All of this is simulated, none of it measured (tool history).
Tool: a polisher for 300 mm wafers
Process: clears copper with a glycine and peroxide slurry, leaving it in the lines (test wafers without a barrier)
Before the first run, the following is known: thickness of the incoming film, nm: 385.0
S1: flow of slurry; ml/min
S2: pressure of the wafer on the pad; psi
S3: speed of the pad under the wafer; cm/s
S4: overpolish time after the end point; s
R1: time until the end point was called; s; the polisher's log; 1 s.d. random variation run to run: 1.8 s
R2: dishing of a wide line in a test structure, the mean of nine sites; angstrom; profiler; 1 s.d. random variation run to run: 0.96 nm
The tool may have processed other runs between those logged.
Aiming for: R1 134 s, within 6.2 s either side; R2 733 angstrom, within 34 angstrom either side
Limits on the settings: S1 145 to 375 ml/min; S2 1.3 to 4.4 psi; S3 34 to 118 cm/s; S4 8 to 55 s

run,hour,S1,S2,S3,S4,R1,R2
1,0,240,2.8,76,28,104.64,638.62
2,4.6,240,2.2,76,28,121.55,552.87
3,12.2,240,2.2,74,32,126.27,600.18
4,17.9,240,1.7,74,32,149.84,507.46
5,24.3,240,2.3,74,32,119.87,618.3
6,32.2,240,2.3,90,32,104.72,670.43
7,38.1,240,2.1,88,35,117.64,675.36
8,45.1,240,2,88,37,120.32,668.27
9,46.2,240,2,86,39,121.45,693.08
10,55.3,240,1.9,86,41,125.48,685.68
11,62.6,240,1.9,86,43,127.41,716.16
12,66.8,240,1.9,86,44,124.75,723.79
13,71,240,1.9,86,44,124.09,726.73
14,73.3,235,1.6,84,47,144.29,677.1
15,78.7,245,1.6,84,47,144.45,697

Exercise: of the 5 proposed moves below, exactly one satisfies all targets within the stated allowed misses. Which move is it?
A,84.1,235,1.7,102,39,?,?
B,84.1,235,2.1,86,34,?,?
C,84.1,230,1.6,112,36,?,?
D,84.1,215,1.9,78,47,?,?
E,84.1,265,2.2,82,32,?,?

move,R1,R2
A,119.3,671.84
B,115.72,646.2
C,116.61,638.99
D,134.78,722.07
E,114.72,626.94
A: takes the result that was furthest off past its target
B: takes the result that was furthest off past its target
C: takes the result that was furthest off past its target
D: every result within its allowed miss
E: takes the result that was furthest off past its target
The right move is D.

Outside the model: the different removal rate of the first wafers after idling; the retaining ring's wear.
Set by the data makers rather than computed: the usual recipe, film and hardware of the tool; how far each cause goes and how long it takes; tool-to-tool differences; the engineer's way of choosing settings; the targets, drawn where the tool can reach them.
